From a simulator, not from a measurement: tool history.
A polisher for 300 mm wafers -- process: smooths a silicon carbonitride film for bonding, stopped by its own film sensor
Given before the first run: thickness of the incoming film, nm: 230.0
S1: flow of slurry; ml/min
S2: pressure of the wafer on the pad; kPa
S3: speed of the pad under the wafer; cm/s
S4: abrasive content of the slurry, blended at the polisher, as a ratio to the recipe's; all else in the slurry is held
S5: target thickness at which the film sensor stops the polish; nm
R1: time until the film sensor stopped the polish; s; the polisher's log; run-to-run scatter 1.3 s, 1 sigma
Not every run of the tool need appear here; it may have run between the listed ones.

run,hour,S1,S2,S3,S4,S5,R1
1,0.0,255,18.6,88,1.00,180,132.24
2,6.1,255,18.6,88,1.00,180,131.99
3,14.5,255,18.6,88,0.85,180,146.77
4,17.1,255,18.6,70,0.85,180,173.56
5,18.8,255,20.0,70,0.85,180,167.34
6,26.9,255,20.0,82,0.85,180,146.98
7,30.3,255,21.4,82,0.85,180,137.11
8,36.2,255,22.8,82,0.85,180,128.17
9,37.0,255,23.4,82,0.85,180,122.33
10,42.8,255,24.1,82,0.85,180,123.64

The next listed run, before its measurement:
# hour 47.4: head pressure recalibrated
11,47.4,255,24.1,82,0.85,180,?

{"run 11": {"R1": 131.3}}

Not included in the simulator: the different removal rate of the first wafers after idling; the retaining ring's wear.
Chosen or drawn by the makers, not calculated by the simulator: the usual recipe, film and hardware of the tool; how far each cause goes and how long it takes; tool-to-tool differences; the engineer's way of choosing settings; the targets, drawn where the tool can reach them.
